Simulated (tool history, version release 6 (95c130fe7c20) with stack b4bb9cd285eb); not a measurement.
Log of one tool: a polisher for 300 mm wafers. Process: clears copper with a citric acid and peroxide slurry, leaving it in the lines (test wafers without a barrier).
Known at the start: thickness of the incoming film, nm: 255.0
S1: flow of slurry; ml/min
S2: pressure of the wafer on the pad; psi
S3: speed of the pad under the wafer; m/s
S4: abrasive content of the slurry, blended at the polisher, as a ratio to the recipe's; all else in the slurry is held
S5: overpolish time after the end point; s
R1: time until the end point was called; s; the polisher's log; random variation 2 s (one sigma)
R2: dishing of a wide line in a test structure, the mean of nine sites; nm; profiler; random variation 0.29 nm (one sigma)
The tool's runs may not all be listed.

| run | day | S1 | S2 | S3 | S4 | S5 | R1 | R2 |
|---|---|---|---|---|---|---|---|---|
| 1 | 0.000 | 165 | 3.2 | 1.30 | 1.0 | 19 | 81.480 | 43.385 |
| 2 | 0.038 | 165 | 3.2 | 1.30 | 1.0 | 24 | 80.134 | 54.641 |
| 3 | 0.083 | 165 | 3.2 | 1.08 | 1.0 | 24 | 97.817 | 45.642 |
| 4 | 0.238 | 165 | 3.2 | 1.20 | 1.0 | 24 | 84.911 | 51.084 |
| 5 | 0.496 | 170 | 3.1 | 1.20 | 1.0 | 22 | 90.046 | 44.838 |
| 6 | 0.646 | 205 | 3.1 | 1.20 | 1.0 | 22 | 86.362 | 46.707 |

The next listed run, before its measurement:
| 7 | 0.812 | 210 | 3.0 | 1.20 | 1.0 | 21 | ? | ? |

{"run 7": {"R1": 86.17, "R2": 42.959}}
